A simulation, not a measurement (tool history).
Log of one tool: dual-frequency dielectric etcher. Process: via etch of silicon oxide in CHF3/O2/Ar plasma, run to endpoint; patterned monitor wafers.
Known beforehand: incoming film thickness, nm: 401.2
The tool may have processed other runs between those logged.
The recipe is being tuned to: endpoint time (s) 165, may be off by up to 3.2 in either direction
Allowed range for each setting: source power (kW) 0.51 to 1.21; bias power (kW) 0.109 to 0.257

run	hour	source power (kW)	bias power (kW)	endpoint time (s)
1	0	0.86	0.183	183.83
2	3.2	0.89	0.184	181.34
3	5.4	0.89	0.157	194.12
4	9.6	0.92	0.159	189.48
5	11.4	1.03	0.159	179.22
6	12.4	1.05	0.16	178.43
7	18.6	1.07	0.161	176.03
8	19.2	1.08	0.162	175.41
9	23.4	1.09	0.163	172.16
10	32.2	1.1	0.163	173.79
11	36.1	1.11	0.164	172.26
12	42.3	1.12	0.164	171.08
13	50.7	1.13	0.164	170.18
14	52	1.14	0.164	169.95
15	54.2	1.15	0.164	169.33
16	55.6	1.16	0.164	168.55
17	56.4	1.17	0.164	167.84

Consider the 5 candidate settings below. Which is the only one whose results all fall within their allowed miss of target?
A	57.2	1.09	0.165	?
B	57.2	1	0.177	?
C	57.2	1.13	0.162	?
D	57.2	1.21	0.165	?
E	57.2	1.17	0.147	?

move	endpoint time (s)
A	172.47
B	173.95
C	171.11
D	165.19
E	175
A: misses by more than the last run did
B: misses by more than the last run did
C: misses by more than the last run did
D: all results land within tolerance of their targets
E: misses by more than the last run did
D meets every target.
